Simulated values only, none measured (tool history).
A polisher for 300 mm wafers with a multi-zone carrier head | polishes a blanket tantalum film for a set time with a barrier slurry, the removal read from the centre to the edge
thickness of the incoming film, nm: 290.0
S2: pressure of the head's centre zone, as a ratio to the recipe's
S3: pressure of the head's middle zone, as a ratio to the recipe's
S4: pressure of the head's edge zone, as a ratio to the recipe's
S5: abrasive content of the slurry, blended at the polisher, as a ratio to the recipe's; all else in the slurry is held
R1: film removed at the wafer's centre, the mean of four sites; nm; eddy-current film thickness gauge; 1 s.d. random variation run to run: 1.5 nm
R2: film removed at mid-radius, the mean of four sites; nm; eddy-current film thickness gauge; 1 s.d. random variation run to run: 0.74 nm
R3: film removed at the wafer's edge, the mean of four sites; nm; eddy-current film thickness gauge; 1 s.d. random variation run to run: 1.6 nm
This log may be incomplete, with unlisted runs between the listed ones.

run 1 day=0.000 | flow_of_slurry_(ml/min)=135 S2=1.00 S3=1.00 S4=1.00 S5=1.00 polishing_time_(s)=48 | R1=95.722 R2=94.846 R3=95.228
run 2 day=0.108 | flow_of_slurry_(ml/min)=140 S2=1.02 S3=1.00 S4=1.02 S5=1.05 polishing_time_(s)=48 | R1=98.839 R2=97.354 R3=98.282
run 3 day=0.196 | flow_of_slurry_(ml/min)=145 S2=1.04 S3=0.99 S4=1.04 S5=1.10 polishing_time_(s)=48 | R1=103.680 R2=96.178 R3=100.190
run 4 day=0.292 | flow_of_slurry_(ml/min)=145 S2=1.04 S3=0.99 S4=1.04 S5=0.90 polishing_time_(s)=48 | R1=96.385 R2=91.095 R3=95.903
run 5 day=0.383 | flow_of_slurry_(ml/min)=150 S2=1.06 S3=1.00 S4=1.06 S5=0.95 polishing_time_(s)=48 | R1=101.170 R2=93.965 R3=100.590
run 6 day=0.608 | flow_of_slurry_(ml/min)=155 S2=1.08 S3=1.01 S4=1.07 S5=1.00 polishing_time_(s)=48 | R1=105.340 R2=97.275 R3=101.920
run 7 day=0.962 | flow_of_slurry_(ml/min)=160 S2=1.09 S3=1.01 S4=1.09 S5=1.05 polishing_time_(s)=48 | R1=110.480 R2=98.693 R3=104.190
run 8 day=1.308 | flow_of_slurry_(ml/min)=160 S2=1.10 S3=1.01 S4=1.10 S5=1.10 polishing_time_(s)=48 | R1=109.960 R2=100.510 R3=103.790
run 9 day=1.646 | flow_of_slurry_(ml/min)=165 S2=1.11 S3=1.00 S4=1.11 S5=1.10 polishing_time_(s)=49 | R1=115.290 R2=102.360 R3=107.760
run 10 day=1.762 | flow_of_slurry_(ml/min)=170 S2=1.12 S3=1.00 S4=1.12 S5=1.10 polishing_time_(s)=49 | R1=114.360 R2=103.090 R3=109.080
run 11 day=1.954 | flow_of_slurry_(ml/min)=170 S2=1.13 S3=0.99 S4=1.13 S5=1.15 polishing_time_(s)=49 | R1=118.390 R2=104.020 R3=112.810
run 12 day=1.979 | flow_of_slurry_(ml/min)=175 S2=1.14 S3=0.99 S4=1.13 S5=1.15 polishing_time_(s)=49 | R1=122.440 R2=103.820 R3=110.450
run 13 day=2.321 | flow_of_slurry_(ml/min)=175 S2=1.14 S3=0.99 S4=1.14 S5=1.15 polishing_time_(s)=49 | R1=122.760 R2=104.670 R3=112.500
run 14 day=2.558 | flow_of_slurry_(ml/min)=175 S2=1.14 S3=0.99 S4=1.15 S5=1.15 polishing_time_(s)=49 | R1=122.350 R2=104.670 R3=112.920

Run 15, settings as shown, results not yet in. Your forecast:
run 15 day=2.833 | flow_of_slurry_(ml/min)=175 S2=1.14 S3=0.99 S4=1.16 S5=1.15 polishing_time_(s)=49 | R1=? R2=? R3=?

Run 15 yielded R1 118.890 nm, R2 104.460 nm, R3 114.610 nm.
